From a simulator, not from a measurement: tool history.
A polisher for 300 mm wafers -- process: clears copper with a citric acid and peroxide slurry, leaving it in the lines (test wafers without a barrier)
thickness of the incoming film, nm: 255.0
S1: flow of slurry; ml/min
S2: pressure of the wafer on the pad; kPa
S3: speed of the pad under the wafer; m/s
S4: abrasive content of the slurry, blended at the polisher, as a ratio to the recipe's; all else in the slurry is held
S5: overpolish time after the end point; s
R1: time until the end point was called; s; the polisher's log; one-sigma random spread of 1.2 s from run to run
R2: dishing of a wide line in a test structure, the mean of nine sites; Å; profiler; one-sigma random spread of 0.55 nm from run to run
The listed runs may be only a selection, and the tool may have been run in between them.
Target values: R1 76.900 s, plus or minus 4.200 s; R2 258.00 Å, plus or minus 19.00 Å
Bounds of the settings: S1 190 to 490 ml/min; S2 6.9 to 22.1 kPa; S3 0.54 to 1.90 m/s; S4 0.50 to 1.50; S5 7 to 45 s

run,hour,S1,S2,S3,S4,S5,R1,R2
1,0.0,315,14.5,1.22,1.00,23,121.740,347.28
2,2.4,315,15.2,1.26,1.00,19,112.790,324.30
3,10.1,315,16.5,1.26,1.00,19,102.490,331.41
4,11.6,315,16.5,1.26,1.00,23,104.500,405.04
5,18.1,315,17.2,1.26,1.00,19,101.370,366.68
6,25.9,315,16.5,1.40,1.00,16,93.687,313.23
7,27.9,315,16.5,1.40,1.00,16,94.810,320.66
8,33.4,310,16.5,1.44,1.00,14,90.130,286.11

Exactly one of the 4 candidate moves below puts every result within its allowed miss. Which one?
A,38.9,315,17.2,1.74,0.85,10,?,?
B,38.9,370,14.5,1.34,0.90,16,?,?
C,38.9,290,17.9,1.24,0.95,17,?,?
D,38.9,325,18.6,1.60,0.85,12,?,?

move,R1,R2
A,77.698,266.95
B,116.200,280.88
C,102.490,334.68
D,78.043,313.80
A: every result within its allowed miss
B: further off than the last run
C: further off than the last run
D: meets the target for the result that was furthest off, but another lies outside its allowed miss
A is the move that brings every result within its allowed miss.
